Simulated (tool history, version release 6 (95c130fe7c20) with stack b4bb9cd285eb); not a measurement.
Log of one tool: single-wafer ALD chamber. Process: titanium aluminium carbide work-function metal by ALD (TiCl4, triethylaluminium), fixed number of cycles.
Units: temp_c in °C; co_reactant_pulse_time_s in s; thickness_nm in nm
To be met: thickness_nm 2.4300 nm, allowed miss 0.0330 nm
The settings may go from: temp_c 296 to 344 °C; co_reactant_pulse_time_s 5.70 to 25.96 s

run,hour,temp_c,co_reactant_pulse_time_s,thickness_nm
1,0.0,320,15.83,2.2933
2,0.9,321,15.94,2.2917
3,4.1,323,16.05,2.3228
4,8.1,324,16.12,2.3301
5,9.6,325,16.19,2.3396
6,12.8,315,16.19,2.2505
7,15.6,317,16.37,2.2674
8,19.0,329,17.86,2.3557
9,26.5,330,17.77,2.3766
10,27.1,331,17.76,2.3865
11,33.0,332,17.75,2.3895

Which of these 4 next moves meets every target?
A,38.9,344,21.09,?
B,38.9,330,17.16,?
C,38.9,344,19.35,?
D,38.9,336,16.82,?

move,thickness_nm
A,2.4927
B,2.3722
C,2.4912
D,2.4209
A: takes the result that was furthest off past its target
B: further off than the last run
C: takes the result that was furthest off past its target
D: meets every target
The right move is D.

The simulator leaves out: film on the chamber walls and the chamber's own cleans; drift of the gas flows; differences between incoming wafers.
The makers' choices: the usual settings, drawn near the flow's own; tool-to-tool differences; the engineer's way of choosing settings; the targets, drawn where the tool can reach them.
